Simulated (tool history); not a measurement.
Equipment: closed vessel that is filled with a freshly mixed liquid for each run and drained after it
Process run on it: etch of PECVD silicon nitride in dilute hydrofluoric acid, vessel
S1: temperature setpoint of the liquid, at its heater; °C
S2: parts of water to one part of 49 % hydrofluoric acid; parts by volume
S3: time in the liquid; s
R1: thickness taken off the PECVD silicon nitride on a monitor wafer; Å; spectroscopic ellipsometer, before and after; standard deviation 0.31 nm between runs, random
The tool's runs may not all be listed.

{"run": 1, "hour": 0.0, "S1": 24.0, "S2": 120, "S3": 1600, "R1": 798.29}
{"run": 2, "hour": 5.2, "S1": 24.0, "S2": 95, "S3": 1600, "R1": 983.92}
{"run": 3, "hour": 8.2, "S1": 24.0, "S2": 70, "S3": 1600, "R1": 1357.8}
{"run": 4, "hour": 10.5, "S1": 26.0, "S2": 70, "S3": 1600, "R1": 1542.2}
{"run": 5, "hour": 14.3, "S1": 26.0, "S2": 70, "S3": 1725, "R1": 1667.2}
{"run": 6, "hour": 21.5, "S1": 24.5, "S2": 85, "S3": 1725, "R1": 1254.8}
{"run": 7, "hour": 22.6, "S1": 23.0, "S2": 95, "S3": 1725, "R1": 1005.2}
{"hour": 24.7, "done": "thermometer replaced"}
{"run": 8, "hour": 24.7, "S1": 22.0, "S2": 105, "S3": 1725, "R1": 749.64}

Run 9 has not been measured yet. What should we expect?
{"run": 9, "hour": 33.7, "S1": 21.0, "S2": 105, "S3": 1725, "R1": "?"}

Run 9 measured R1 706.90 Å.
